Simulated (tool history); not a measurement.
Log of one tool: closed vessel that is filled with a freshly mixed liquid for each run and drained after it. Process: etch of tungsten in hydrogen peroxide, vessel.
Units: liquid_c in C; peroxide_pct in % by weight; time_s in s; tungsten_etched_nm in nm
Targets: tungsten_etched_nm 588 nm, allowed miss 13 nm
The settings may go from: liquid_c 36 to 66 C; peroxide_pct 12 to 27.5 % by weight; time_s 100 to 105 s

run 1 hour=0 | liquid_c=52 peroxide_pct=18.5 time_s=100 | tungsten_etched_nm=277.75
run 2 hour=5.5 | liquid_c=55.5 peroxide_pct=18.5 time_s=100 | tungsten_etched_nm=343.46
run 3 hour=6.8 | liquid_c=58 peroxide_pct=18.5 time_s=100 | tungsten_etched_nm=394.7
run 4 hour=12.7 | liquid_c=60 peroxide_pct=18.5 time_s=100 | tungsten_etched_nm=444.76
run 5 hour=14.9 | liquid_c=61 peroxide_pct=18.5 time_s=100 | tungsten_etched_nm=468.16
run 6 hour=18.6 | liquid_c=62 peroxide_pct=18.5 time_s=100 | tungsten_etched_nm=492.19
run 7 hour=24.3 | liquid_c=63 peroxide_pct=18.5 time_s=100 | tungsten_etched_nm=530
run 8 hour=33.4 | liquid_c=63.5 peroxide_pct=18.5 time_s=100 | tungsten_etched_nm=543.96
run 9 hour=42 | liquid_c=64 peroxide_pct=18.5 time_s=100 | tungsten_etched_nm=556.21
run 10 hour=45.1 | liquid_c=64.5 peroxide_pct=18.5 time_s=100 | tungsten_etched_nm=572.19
run 11 hour=46 | liquid_c=64.5 peroxide_pct=18.5 time_s=100 | tungsten_etched_nm=568.63
run 12 hour=54.1 | liquid_c=64.5 peroxide_pct=18.5 time_s=100 | tungsten_etched_nm=572.71

4 next moves are on the table. One of them brings every result within its allowed miss. Which?
run A hour=62.2 | liquid_c=65.5 peroxide_pct=17 time_s=105 | tungsten_etched_nm=?
run B hour=62.2 | liquid_c=63.5 peroxide_pct=19.5 time_s=100 | tungsten_etched_nm=?
run C hour=62.2 | liquid_c=65 peroxide_pct=19 time_s=105 | tungsten_etched_nm=?
run D hour=62.2 | liquid_c=64 peroxide_pct=19 time_s=105 | tungsten_etched_nm=?

move=A tungsten_etched_nm=609.01
move=B tungsten_etched_nm=555.4
move=C tungsten_etched_nm=626.15
move=D tungsten_etched_nm=592.06
A: takes the result that was furthest off past its target
B: further off than the last run
C: takes the result that was furthest off past its target
D: meets every target
Move D is the one to make.
